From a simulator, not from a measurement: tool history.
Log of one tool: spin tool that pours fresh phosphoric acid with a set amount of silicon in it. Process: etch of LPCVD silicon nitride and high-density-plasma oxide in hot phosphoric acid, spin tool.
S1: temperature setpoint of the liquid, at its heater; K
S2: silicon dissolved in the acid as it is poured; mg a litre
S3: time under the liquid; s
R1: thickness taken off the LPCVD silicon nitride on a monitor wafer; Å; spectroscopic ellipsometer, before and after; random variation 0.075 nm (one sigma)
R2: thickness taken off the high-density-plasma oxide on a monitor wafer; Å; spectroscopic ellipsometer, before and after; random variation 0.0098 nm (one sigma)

run 1 hour=0 | S1=433.15 S2=25 S3=180 | R1=160.51 R2=2.0355
run 2 hour=6.9 | S1=433.15 S2=31.5 S3=180 | R1=158.91 R2=2.1456
run 3 hour=9.5 | S1=433.15 S2=31.5 S3=120 | R1=106.99 R2=0.98614
run 4 hour=13.3 | S1=433.15 S2=31.5 S3=70 | R1=62.186 R2=0.61488
run 5 hour=18.8 | S1=433.15 S2=21.5 S3=70 | R1=63.105 R2=1.0252
run 6 hour=25.4 | S1=434.15 S2=26 S3=70 | R1=63.526 R2=0.81748
run 7 hour=32.4 | S1=434.15 S2=29 S3=75 | R1=69.119 R2=0.83981

Run 8 comes next. What will it give?
run 8 hour=34.7 | S1=434.65 S2=32.5 S3=75 | R1=? R2=?

{"run 8": {"R1": 70.609, "R2": 0.93511}}
